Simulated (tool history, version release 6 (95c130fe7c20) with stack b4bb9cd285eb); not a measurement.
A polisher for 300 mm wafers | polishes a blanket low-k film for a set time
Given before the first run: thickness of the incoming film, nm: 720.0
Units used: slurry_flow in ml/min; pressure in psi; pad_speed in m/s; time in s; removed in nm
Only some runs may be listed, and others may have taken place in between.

Run 1, day 0: slurry_flow 295 ml/min, pressure 1.2 psi, pad_speed 0.82 m/s, slurry_solids 1, time 40 s. Result: removed 8.2279 nm.
Run 2, day 0.242: slurry_flow 360 ml/min, pressure 1.2 psi, pad_speed 0.82 m/s, slurry_solids 1, time 40 s. Result: removed 8.3822 nm.
Run 3, day 0.317: slurry_flow 360 ml/min, pressure 1.3 psi, pad_speed 0.82 m/s, slurry_solids 1, time 40 s. Result: removed 9.0408 nm.
Run 4, day 0.438: slurry_flow 360 ml/min, pressure 1.4 psi, pad_speed 0.82 m/s, slurry_solids 1, time 40 s. Result: removed 9.8173 nm.
Run 5, day 0.788: slurry_flow 360 ml/min, pressure 1.4 psi, pad_speed 0.82 m/s, slurry_solids 0.8, time 40 s. Result: removed 8.9822 nm.
Run 6, day 0.842: slurry_flow 360 ml/min, pressure 1.2 psi, pad_speed 0.82 m/s, slurry_solids 0.8, time 40 s. Result: removed 7.7284 nm.
Run 7, day 0.962: slurry_flow 360 ml/min, pressure 1.4 psi, pad_speed 0.82 m/s, slurry_solids 0.8, time 40 s. Result: removed 8.9858 nm.
Run 8, day 1.162: slurry_flow 360 ml/min, pressure 1.5 psi, pad_speed 0.82 m/s, slurry_solids 0.8, time 40 s. Result: removed 9.6241 nm.
Run 9, day 1.329: slurry_flow 360 ml/min, pressure 1.6 psi, pad_speed 0.84 m/s, slurry_solids 0.8, time 40 s. Result: removed 10.284 nm.
Run 10, day 1.488: slurry_flow 365 ml/min, pressure 1.7 psi, pad_speed 0.86 m/s, slurry_solids 0.8, time 40 s. Result: removed 11.147 nm.
Run 11, day 1.742: slurry_flow 365 ml/min, pressure 1.7 psi, pad_speed 0.88 m/s, slurry_solids 0.8, time 40 s. Result: removed 11.3 nm.

Forecast run 12:
Run 12, day 1.925: slurry_flow 365 ml/min, pressure 1.7 psi, pad_speed 0.9 m/s, slurry_solids 0.8, time 40 s. Result: removed ?.

Run 12 yielded removed 11.589 nm.
